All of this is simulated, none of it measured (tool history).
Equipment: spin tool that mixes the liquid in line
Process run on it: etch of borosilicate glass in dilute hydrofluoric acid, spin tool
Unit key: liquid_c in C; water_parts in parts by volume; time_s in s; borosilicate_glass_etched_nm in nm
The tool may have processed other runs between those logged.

run,hour,liquid_c,water_parts,time_s,borosilicate_glass_etched_nm
1,0,24,130,285,56.254
2,2.7,25.5,120,285,65.15
3,10,29,120,285,73.996
4,10.9,29,120,285,74.527
5,15.6,29.5,110,285,83.341
6,23,29.5,65,285,152.04

Run 7, settings as shown, results not yet in. Your forecast:
7,28.3,29,65,285,?

borosilicate_glass_etched_nm: 149.08 nm
